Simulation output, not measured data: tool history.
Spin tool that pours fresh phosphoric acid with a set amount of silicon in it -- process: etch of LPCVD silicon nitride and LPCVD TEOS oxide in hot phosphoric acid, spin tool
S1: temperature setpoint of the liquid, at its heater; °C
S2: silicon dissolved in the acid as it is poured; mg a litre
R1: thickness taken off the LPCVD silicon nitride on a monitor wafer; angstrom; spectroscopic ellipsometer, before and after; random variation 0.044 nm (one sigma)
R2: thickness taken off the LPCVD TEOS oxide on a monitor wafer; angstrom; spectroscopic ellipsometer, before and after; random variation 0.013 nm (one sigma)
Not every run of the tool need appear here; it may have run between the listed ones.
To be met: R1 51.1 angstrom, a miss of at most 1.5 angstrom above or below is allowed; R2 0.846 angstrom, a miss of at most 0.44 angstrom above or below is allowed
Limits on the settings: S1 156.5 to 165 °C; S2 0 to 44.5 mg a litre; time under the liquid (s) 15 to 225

Run 1, day 0: S1 160 °C, S2 19.5 mg a litre, time under the liquid (s) 115. Result: R1 97.07 angstrom, R2 1.6203 angstrom.
Run 2, day 0.025: S1 159.5 °C, S2 18.5 mg a litre, time under the liquid (s) 95. Result: R1 77.284 angstrom, R2 1.0472 angstrom.
Run 3, day 0.221: S1 159 °C, S2 13 mg a litre, time under the liquid (s) 85. Result: R1 69.836 angstrom, R2 0.89021 angstrom.
Run 4, day 0.575: S1 159 °C, S2 13 mg a litre, time under the liquid (s) 45. Result: R1 36.501 angstrom, R2 0.48257 angstrom.
Run 5, day 0.758: S1 159.5 °C, S2 12 mg a litre, time under the liquid (s) 50. Result: R1 41.101 angstrom, R2 0.63736 angstrom.
Run 6, day 0.988: S1 159.5 °C, S2 11.5 mg a litre, time under the liquid (s) 55. Result: R1 45.367 angstrom, R2 0.8015 angstrom.
Run 7, day 1.112: S1 162 °C, S2 16.5 mg a litre, time under the liquid (s) 60. Result: R1 53.498 angstrom, R2 0.74511 angstrom.
Run 8, day 1.179: S1 162 °C, S2 14.5 mg a litre, time under the liquid (s) 60. Result: R1 53.522 angstrom, R2 0.86313 angstrom.

Which of these 4 next moves meets every target?
Run A, day 1.246: S1 160.5 °C, S2 34 mg a litre, time under the liquid (s) 65. Result: R1 ?, R2 ?.
Run B, day 1.246: S1 163 °C, S2 21 mg a litre, time under the liquid (s) 55. Result: R1 ?, R2 ?.
Run C, day 1.246: S1 160.5 °C, S2 33.5 mg a litre, time under the liquid (s) 65. Result: R1 ?, R2 ?.
Run D, day 1.246: S1 165 °C, S2 0 mg a litre, time under the liquid (s) 55. Result: R1 ?, R2 ?.

move      R1       R2
   A  56.044  0.53641
   B  51.541  0.88311
   C  56.044  0.54919
   D  55.055   1.6523
A: moves away from the targets compared with the last run
B: all results land within tolerance of their targets
C: moves away from the targets compared with the last run
D: moves away from the targets compared with the last run
Correct choice: B, which meets every target
